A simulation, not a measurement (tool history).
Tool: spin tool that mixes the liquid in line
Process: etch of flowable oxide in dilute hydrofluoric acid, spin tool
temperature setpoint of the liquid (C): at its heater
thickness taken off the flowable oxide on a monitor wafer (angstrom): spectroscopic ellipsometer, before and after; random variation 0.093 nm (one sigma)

| run | hour | temperature setpoint of the liquid (C) | parts of water to one part of 49 % hydrofluoric acid (parts by volume) | time under the liquid (s) | thickness taken off the flowable oxide on a monitor wafer (angstrom) |
|---|---|---|---|---|---|
| 1 | 0 | 20 | 130 | 70 | 159.67 |
| 2 | 8.6 | 20 | 130 | 75 | 172.18 |
| 3 | 13.8 | 22 | 125 | 75 | 194.16 |
| 4 | 18.8 | 22 | 125 | 75 | 193.82 |
| 5 | 23.5 | 22 | 170 | 75 | 136.24 |
| 6 | 29.6 | 23.5 | 155 | 75 | 160.61 |
| 7 | 30.5 | 24.5 | 140 | 75 | 188.33 |
|  | 32.7 | thermometer replaced |
| 8 | 32.7 | 24.5 | 140 | 75 | 196.15 |
| 9 | 39.1 | 24.5 | 140 | 75 | 194.36 |
| 10 | 42.2 | 25.5 | 135 | 75 | 212.38 |

Run 11 comes next. What will it give?
| 11 | 43.1 | 26 | 130 | 75 | ? |

Run 11 gave thickness taken off the flowable oxide on a monitor wafer (angstrom) 225.82.
